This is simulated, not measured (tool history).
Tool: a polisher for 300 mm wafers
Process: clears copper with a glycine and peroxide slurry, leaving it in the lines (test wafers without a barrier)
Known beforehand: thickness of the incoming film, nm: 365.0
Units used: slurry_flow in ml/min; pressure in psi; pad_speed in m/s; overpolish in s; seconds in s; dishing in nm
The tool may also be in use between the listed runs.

| run | hour | slurry_flow | pressure | pad_speed | overpolish | seconds | dishing |
|---|---|---|---|---|---|---|---|
| 1 | 0 | 175 | 1.7 | 0.84 | 20 | 137.4 | 38.769 |
| 2 | 5.7 | 175 | 2.1 | 0.84 | 20 | 121.11 | 42.601 |
| 3 | 8.6 | 175 | 1.9 | 0.78 | 17 | 135.93 | 32.792 |
| 4 | 17 | 175 | 1.8 | 0.74 | 15 | 143.58 | 28.444 |
| 5 | 22.5 | 175 | 1.6 | 0.7 | 14 | 162.38 | 24.181 |
|  | 25 | slurry nozzle cleaned |
| 6 | 25 | 175 | 1.5 | 0.68 | 13 | 153.28 | 23.553 |

Run 7, settings as shown, results not yet in. Your forecast:
| 7 | 33.6 | 165 | 1.4 | 0.62 | 13 | ? | ? |

{"run 7": {"seconds": 168.97, "dishing": 20.757}}
